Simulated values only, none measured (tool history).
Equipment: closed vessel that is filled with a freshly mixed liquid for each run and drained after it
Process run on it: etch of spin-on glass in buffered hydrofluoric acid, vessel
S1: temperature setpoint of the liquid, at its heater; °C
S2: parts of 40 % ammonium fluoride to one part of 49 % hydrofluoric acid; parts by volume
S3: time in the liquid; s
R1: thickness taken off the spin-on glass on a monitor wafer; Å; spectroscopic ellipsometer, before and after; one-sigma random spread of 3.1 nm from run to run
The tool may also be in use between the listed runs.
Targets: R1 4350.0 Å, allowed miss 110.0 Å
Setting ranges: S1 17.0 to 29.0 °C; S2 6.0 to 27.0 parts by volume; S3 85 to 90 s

| run | hour | S1 | S2 | S3 | R1 |
|---|---|---|---|---|---|
| 1 | 0.0 | 21.0 | 16.5 | 85 | 1972.6 |
| 2 | 1.6 | 24.0 | 16.5 | 85 | 2324.3 |
| 3 | 5.0 | 24.0 | 13.0 | 85 | 2902.4 |
| 4 | 6.5 | 25.5 | 12.5 | 85 | 3279.5 |
| 5 | 12.9 | 25.5 | 15.5 | 85 | 2678.0 |
| 6 | 16.2 | 25.5 | 15.5 | 90 | 2806.9 |
| 7 | 21.6 | 26.5 | 14.5 | 90 | 3162.3 |
| 8 | 28.4 | 27.0 | 13.5 | 90 | 3491.8 |
| 9 | 37.4 | 29.0 | 11.5 | 90 | 4511.7 |

Next run, 5 choices. One meets every target within its allowed miss, the rest don't. Which?
| A | 46.4 | 22.5 | 8.5 | 90 | ? |
| B | 46.4 | 28.5 | 11.0 | 85 | ? |
| C | 46.4 | 28.5 | 12.0 | 85 | ? |
| D | 46.4 | 28.5 | 10.5 | 85 | ? |
| E | 46.4 | 29.0 | 11.0 | 90 | ? |

| move | R1 |
|---|---|
| A | 4188.9 |
| B | 4384.9 |
| C | 4028.2 |
| D | 4588.0 |
| E | 4767.2 |
A: takes the result that was furthest off past its target
B: in spec on every target
C: takes the result that was furthest off past its target
D: moves away from the targets compared with the last run
E: moves away from the targets compared with the last run
Correct choice: B, which meets every target
